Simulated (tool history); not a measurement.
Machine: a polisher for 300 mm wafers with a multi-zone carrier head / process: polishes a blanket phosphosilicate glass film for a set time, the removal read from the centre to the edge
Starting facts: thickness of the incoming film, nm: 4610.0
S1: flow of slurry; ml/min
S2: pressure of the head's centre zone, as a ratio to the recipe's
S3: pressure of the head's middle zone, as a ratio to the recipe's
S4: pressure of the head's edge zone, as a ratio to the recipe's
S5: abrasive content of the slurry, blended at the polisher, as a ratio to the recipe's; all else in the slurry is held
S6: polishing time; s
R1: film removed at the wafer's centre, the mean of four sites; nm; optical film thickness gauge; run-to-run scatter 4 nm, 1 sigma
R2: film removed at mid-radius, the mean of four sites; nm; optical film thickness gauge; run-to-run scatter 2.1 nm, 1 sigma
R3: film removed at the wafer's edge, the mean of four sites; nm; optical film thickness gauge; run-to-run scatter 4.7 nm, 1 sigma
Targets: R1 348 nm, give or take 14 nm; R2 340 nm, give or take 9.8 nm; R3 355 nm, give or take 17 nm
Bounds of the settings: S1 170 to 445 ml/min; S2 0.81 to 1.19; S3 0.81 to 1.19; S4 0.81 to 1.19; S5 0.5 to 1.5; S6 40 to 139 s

Run 1, hour 0: S1 285 ml/min, S2 1, S3 1, S4 1, S5 1, S6 89 s. Result: R1 511.09 nm, R2 514.42 nm, R3 489.02 nm.
Run 2, hour 3.2: S1 225 ml/min, S2 1, S3 1, S4 1, S5 1, S6 89 s. Result: R1 496.91 nm, R2 495.32 nm, R3 483.54 nm.
Run 3, hour 5: S1 170 ml/min, S2 1, S3 1, S4 1, S5 1, S6 89 s. Result: R1 458.52 nm, R2 480.74 nm, R3 462.47 nm.
Run 4, hour 11: S1 175 ml/min, S2 0.99, S3 0.98, S4 0.99, S5 0.95, S6 89 s. Result: R1 451.41 nm, R2 456.29 nm, R3 456.08 nm.
At hour 19.6: edge zone pressure recalibrated.
Run 5, hour 19.6: S1 175 ml/min, S2 0.99, S3 0.98, S4 0.99, S5 0.95, S6 102 s. Result: R1 521.75 nm, R2 520.33 nm, R3 526.08 nm.
Run 6, hour 24.1: S1 175 ml/min, S2 0.99, S3 0.93, S4 0.99, S5 0.95, S6 102 s. Result: R1 505.7 nm, R2 496.46 nm, R3 536.38 nm.
Run 7, hour 27.3: S1 180 ml/min, S2 0.98, S3 0.93, S4 0.98, S5 0.9, S6 100 s. Result: R1 490.95 nm, R2 477.32 nm, R3 511.63 nm.
Run 8, hour 34.9: S1 180 ml/min, S2 0.97, S3 0.93, S4 0.97, S5 0.85, S6 98 s. Result: R1 449.8 nm, R2 448.86 nm, R3 481.45 nm.
Run 9, hour 40: S1 210 ml/min, S2 1.01, S3 0.9, S4 0.87, S5 0.6, S6 91 s. Result: R1 336.2 nm, R2 311.67 nm, R3 318.93 nm.
Run 10, hour 40.7: S1 215 ml/min, S2 1.01, S3 0.9, S4 0.88, S5 0.6, S6 91 s. Result: R1 337.42 nm, R2 315.8 nm, R3 313.28 nm.
Run 11, hour 46.6: S1 215 ml/min, S2 1.01, S3 0.9, S4 0.89, S5 0.6, S6 91 s. Result: R1 337.33 nm, R2 317.76 nm, R3 323.52 nm.
Run 12, hour 55: S1 215 ml/min, S2 1.01, S3 0.9, S4 0.9, S5 0.6, S6 91 s. Result: R1 341.73 nm, R2 313.23 nm, R3 327.72 nm.
Run 13, hour 61.1: S1 220 ml/min, S2 1, S3 0.91, S4 0.91, S5 0.6, S6 91 s. Result: R1 342.13 nm, R2 321.98 nm, R3 331.18 nm.
Run 14, hour 63.7: S1 250 ml/min, S2 0.98, S3 0.93, S4 1, S5 0.65, S6 91 s. Result: R1 363.81 nm, R2 352.2 nm, R3 373.4 nm.
Run 15, hour 67.3: S1 245 ml/min, S2 0.98, S3 0.93, S4 0.99, S5 0.65, S6 91 s. Result: R1 361.37 nm, R2 357.11 nm, R3 367.28 nm.
Run 16, hour 72.7: S1 240 ml/min, S2 0.98, S3 0.93, S4 0.99, S5 0.65, S6 91 s. Result: R1 366.34 nm, R2 353.38 nm, R3 376.47 nm.
Run 17, hour 76.9: S1 245 ml/min, S2 0.95, S3 0.91, S4 0.92, S5 0.6, S6 91 s. Result: R1 325.14 nm, R2 323.41 nm, R3 335.28 nm.
Run 18, hour 78.6: S1 245 ml/min, S2 0.95, S3 0.91, S4 0.93, S5 0.6, S6 91 s. Result: R1 338.24 nm, R2 319.55 nm, R3 333.5 nm.
Run 19, hour 80.6: S1 245 ml/min, S2 0.95, S3 0.91, S4 0.94, S5 0.6, S6 91 s. Result: R1 333.85 nm, R2 320.48 nm, R3 337.3 nm.
Run 20, hour 88: S1 245 ml/min, S2 0.95, S3 0.91, S4 0.95, S5 0.6, S6 91 s. Result: R1 327.23 nm, R2 320.41 nm, R3 329.57 nm.
Run 21, hour 91.1: S1 245 ml/min, S2 0.96, S3 0.91, S4 0.96, S5 0.6, S6 91 s. Result: R1 328.56 nm, R2 323.24 nm, R3 335.81 nm.
Run 22, hour 95.7: S1 245 ml/min, S2 0.97, S3 0.91, S4 0.97, S5 0.6, S6 91 s. Result: R1 336.78 nm, R2 323.58 nm, R3 346.33 nm.

Exactly one of the 5 candidate moves below puts every result within its allowed miss. Which one?
Run A, hour 100.3: S1 325 ml/min, S2 1.05, S3 1.05, S4 0.9, S5 0.55, S6 92 s. Result: R1 ?, R2 ?, R3 ?.
Run B, hour 100.3: S1 270 ml/min, S2 0.94, S3 0.97, S4 0.95, S5 0.65, S6 83 s. Result: R1 ?, R2 ?, R3 ?.
Run C, hour 100.3: S1 260 ml/min, S2 0.98, S3 0.86, S4 1, S5 0.6, S6 88 s. Result: R1 ?, R2 ?, R3 ?.
Run D, hour 100.3: S1 240 ml/min, S2 1.07, S3 0.86, S4 0.99, S5 0.5, S6 112 s. Result: R1 ?, R2 ?, R3 ?.
Run E, hour 100.3: S1 205 ml/min, S2 0.95, S3 0.9, S4 0.91, S5 0.6, S6 100 s. Result: R1 ?, R2 ?, R3 ?.

move      R1      R2      R3
   A  347.24  345.27  306.72
   B  328.38  337.73  330.72
   C  332.67  298.72  332.28
   D  369.12   306.9  340.73
   E  353.99  340.54  351.67
A: puts the biggest miss on target and leaves a different result outside tolerance
B: puts the biggest miss on target and leaves a different result outside tolerance
C: misses by more than the last run did
D: misses by more than the last run did
E: each result inside its tolerance
So the answer is move E, the one that meets all the targets.
